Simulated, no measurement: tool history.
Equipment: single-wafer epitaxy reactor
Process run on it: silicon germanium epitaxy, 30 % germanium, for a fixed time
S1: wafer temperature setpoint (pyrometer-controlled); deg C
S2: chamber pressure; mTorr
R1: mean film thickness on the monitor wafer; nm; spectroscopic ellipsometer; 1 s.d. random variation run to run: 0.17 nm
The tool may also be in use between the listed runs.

{"run": 1, "hour": 0.0, "S1": 590, "S2": 23700, "R1": 57.161}
{"run": 2, "hour": 6.1, "S1": 590, "S2": 26700, "R1": 60.06}
{"run": 3, "hour": 9.5, "S1": 582, "S2": 26700, "R1": 52.958}
{"run": 4, "hour": 15.3, "S1": 576, "S2": 26700, "R1": 47.697}
{"run": 5, "hour": 21.7, "S1": 573, "S2": 26600, "R1": 45.209}
{"run": 6, "hour": 30.2, "S1": 571, "S2": 26500, "R1": 43.607}
{"run": 7, "hour": 36.8, "S1": 570, "S2": 26500, "R1": 43.245}

Estimate the outcome of run 8 from the log above:
{"run": 8, "hour": 44.3, "S1": 570, "S2": 26500, "R1": "?"}

Run 8 gave R1 42.947 nm.
